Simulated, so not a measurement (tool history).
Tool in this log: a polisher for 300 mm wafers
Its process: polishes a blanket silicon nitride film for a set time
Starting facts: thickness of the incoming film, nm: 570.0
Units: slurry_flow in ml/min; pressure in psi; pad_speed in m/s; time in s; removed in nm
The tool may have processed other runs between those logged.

Run 1, hour 0: slurry_flow 235 ml/min, pressure 4 psi, pad_speed 1.38 m/s, time 42 s. Result: removed 87.664 nm.
Run 2, hour 3.1: slurry_flow 190 ml/min, pressure 4 psi, pad_speed 1.38 m/s, time 42 s. Result: removed 85.938 nm.
Run 3, hour 6.3: slurry_flow 190 ml/min, pressure 4 psi, pad_speed 1.38 m/s, time 42 s. Result: removed 86.095 nm.
Run 4, hour 11.6: slurry_flow 220 ml/min, pressure 4 psi, pad_speed 1.38 m/s, time 42 s. Result: removed 87.011 nm.
Run 5, hour 16.3: slurry_flow 220 ml/min, pressure 3.6 psi, pad_speed 1.38 m/s, time 42 s. Result: removed 79.91 nm.
Run 6, hour 21.1: slurry_flow 220 ml/min, pressure 3.2 psi, pad_speed 1.36 m/s, time 42 s. Result: removed 71.461 nm.
Run 7, hour 28.1: slurry_flow 220 ml/min, pressure 3.2 psi, pad_speed 1.36 m/s, time 42 s. Result: removed 70.429 nm.
Run 8, hour 31.6: slurry_flow 220 ml/min, pressure 2.9 psi, pad_speed 1.36 m/s, time 42 s. Result: removed 65.101 nm.
Run 9, hour 40.1: slurry_flow 210 ml/min, pressure 1.8 psi, pad_speed 1.34 m/s, time 42 s. Result: removed 44.702 nm.
Run 10, hour 43.1: slurry_flow 210 ml/min, pressure 1.8 psi, pad_speed 1.34 m/s, time 42 s. Result: removed 44.473 nm.
Run 11, hour 47.3: slurry_flow 225 ml/min, pressure 1.8 psi, pad_speed 1.34 m/s, time 42 s. Result: removed 45.047 nm.
Run 12, hour 48.1: slurry_flow 235 ml/min, pressure 1.9 psi, pad_speed 1.34 m/s, time 42 s. Result: removed 47.121 nm.
Run 13, hour 56.3: slurry_flow 245 ml/min, pressure 1.9 psi, pad_speed 1.34 m/s, time 42 s. Result: removed 47.551 nm.
At hour 60.8: worn pad replaced by a new one.
Run 14, hour 60.8: slurry_flow 270 ml/min, pressure 2.1 psi, pad_speed 1.34 m/s, time 42 s. Result: removed 56.092 nm.

Estimate the outcome of run 15 from the log above:
Run 15, hour 65.4: slurry_flow 260 ml/min, pressure 2.1 psi, pad_speed 1.34 m/s, time 42 s. Result: removed ?.

{"run 15": {"removed": 55.533}}

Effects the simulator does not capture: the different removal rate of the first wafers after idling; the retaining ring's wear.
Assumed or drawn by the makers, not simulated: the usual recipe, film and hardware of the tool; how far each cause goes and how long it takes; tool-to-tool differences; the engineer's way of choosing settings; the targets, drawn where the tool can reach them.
